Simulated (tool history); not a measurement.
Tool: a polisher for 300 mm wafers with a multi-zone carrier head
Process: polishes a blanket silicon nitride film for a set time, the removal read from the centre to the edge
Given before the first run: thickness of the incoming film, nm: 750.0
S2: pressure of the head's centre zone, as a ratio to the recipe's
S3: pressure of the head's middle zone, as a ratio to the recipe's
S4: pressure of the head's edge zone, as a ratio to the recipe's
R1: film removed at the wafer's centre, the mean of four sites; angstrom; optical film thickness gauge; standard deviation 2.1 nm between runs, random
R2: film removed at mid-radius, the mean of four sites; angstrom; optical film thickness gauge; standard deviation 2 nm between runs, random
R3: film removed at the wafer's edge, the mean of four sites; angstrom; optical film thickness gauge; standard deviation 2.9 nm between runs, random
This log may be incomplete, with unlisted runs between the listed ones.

{"run": 1, "hour": 0.0, "flow of slurry (ml/min)": 145, "S2": 1.0, "S3": 1.0, "S4": 1.0, "polishing time (s)": 74, "R1": 2090.0, "R2": 2094.7, "R3": 2092.2}
{"run": 2, "hour": 6.4, "flow of slurry (ml/min)": 150, "S2": 1.0, "S3": 0.99, "S4": 1.02, "polishing time (s)": 76, "R1": 2179.1, "R2": 2141.0, "R3": 2180.3}
{"run": 3, "hour": 9.8, "flow of slurry (ml/min)": 155, "S2": 1.0, "S3": 0.98, "S4": 1.04, "polishing time (s)": 77, "R1": 2269.8, "R2": 2141.4, "R3": 2236.0}
{"run": 4, "hour": 15.3, "flow of slurry (ml/min)": 155, "S2": 0.99, "S3": 0.98, "S4": 1.06, "polishing time (s)": 78, "R1": 2268.6, "R2": 2217.1, "R3": 2289.1}
{"run": 5, "hour": 19.1, "flow of slurry (ml/min)": 120, "S2": 0.99, "S3": 0.98, "S4": 1.06, "polishing time (s)": 78, "R1": 2116.0, "R2": 2102.1, "R3": 2133.3}
{"run": 6, "hour": 19.8, "flow of slurry (ml/min)": 130, "S2": 0.99, "S3": 0.98, "S4": 1.07, "polishing time (s)": 79, "R1": 2162.5, "R2": 2174.2, "R3": 2241.6}
{"run": 7, "hour": 20.9, "flow of slurry (ml/min)": 140, "S2": 0.99, "S3": 0.98, "S4": 1.08, "polishing time (s)": 80, "R1": 2215.2, "R2": 2228.7, "R3": 2318.4}
{"run": 8, "hour": 26.1, "flow of slurry (ml/min)": 150, "S2": 1.0, "S3": 0.98, "S4": 1.09, "polishing time (s)": 80, "R1": 2298.2, "R2": 2228.3, "R3": 2333.1}
{"run": 9, "hour": 34.0, "flow of slurry (ml/min)": 155, "S2": 1.0, "S3": 0.97, "S4": 1.1, "polishing time (s)": 81, "R1": 2354.3, "R2": 2258.7, "R3": 2372.8}
{"run": 10, "hour": 38.7, "flow of slurry (ml/min)": 160, "S2": 0.99, "S3": 0.96, "S4": 1.11, "polishing time (s)": 82, "R1": 2381.0, "R2": 2293.3, "R3": 2478.5}
{"run": 11, "hour": 46.9, "flow of slurry (ml/min)": 160, "S2": 0.99, "S3": 0.96, "S4": 1.11, "polishing time (s)": 82, "R1": 2383.7, "R2": 2308.3, "R3": 2454.6}
{"run": 12, "hour": 52.4, "flow of slurry (ml/min)": 165, "S2": 0.99, "S3": 0.95, "S4": 1.12, "polishing time (s)": 83, "R1": 2416.3, "R2": 2310.0, "R3": 2508.5}

The next listed run, before its measurement:
{"run": 13, "hour": 61.1, "flow of slurry (ml/min)": 170, "S2": 0.99, "S3": 0.95, "S4": 1.13, "polishing time (s)": 83, "R1": "?", "R2": "?", "R3": "?"}

R1: 2418.9 angstrom
R2: 2317.8 angstrom
R3: 2569.1 angstrom
